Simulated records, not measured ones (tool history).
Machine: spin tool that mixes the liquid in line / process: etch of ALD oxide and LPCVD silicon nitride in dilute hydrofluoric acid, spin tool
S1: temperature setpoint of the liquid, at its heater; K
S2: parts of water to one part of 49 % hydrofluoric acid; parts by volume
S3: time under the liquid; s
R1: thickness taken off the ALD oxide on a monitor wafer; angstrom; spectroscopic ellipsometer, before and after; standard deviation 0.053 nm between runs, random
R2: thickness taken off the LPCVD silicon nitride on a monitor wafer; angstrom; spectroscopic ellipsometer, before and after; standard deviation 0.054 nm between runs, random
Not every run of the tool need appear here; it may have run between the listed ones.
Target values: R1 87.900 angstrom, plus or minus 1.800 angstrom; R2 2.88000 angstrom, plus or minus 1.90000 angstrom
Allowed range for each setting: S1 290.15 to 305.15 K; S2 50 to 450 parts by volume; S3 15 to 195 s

run  hour      S1   S2   S3      R1       R2
  1   0.0  297.15  250  100  67.709  2.58710
  2   8.1  297.15  250   65  43.608  0.89342
  3  13.7  299.15  225   65  53.669  1.03040
  4  17.4  300.15  210   65  60.668  1.02620
  5  19.1  301.15  200   65  67.040  2.39770
  6  25.0  298.15  200   65  60.082  2.38720
  7  32.1  299.65  190   65  67.024  2.21030
  8  40.7  301.15  185   65  73.523  2.14490
  9  42.8  302.15  180   65  78.262  2.22140
 10  44.6  302.65  180   65  80.319  3.30960
 11  52.2  303.15  180   65  81.227  2.49130
 12  59.6  303.65  180   65  82.630  3.03500
 13  66.9  304.15  180   65  85.109  3.33600
 14  74.8  304.15  180   65  84.695  3.27240

4 candidate next runs follow, results not yet known. Just one meets every target within its allowed miss. Identify it.
  A  82.7  301.65  215   95   ?   ?
  B  82.7  304.65  215   80   ?   ?
  C  82.7  291.15   60   30   ?   ?
  D  82.7  298.15  250  125   ?   ?

move      R1       R2
   A  91.056  2.95320
   B  84.958  2.97230
   C  81.840  1.65080
   D  87.686  2.69840
A: pushes the last run's worst result past its target
B: nearer than the last run, and not there yet
C: its largest miss is bigger than the last run's
D: every result lands within tolerance
The right move is D.

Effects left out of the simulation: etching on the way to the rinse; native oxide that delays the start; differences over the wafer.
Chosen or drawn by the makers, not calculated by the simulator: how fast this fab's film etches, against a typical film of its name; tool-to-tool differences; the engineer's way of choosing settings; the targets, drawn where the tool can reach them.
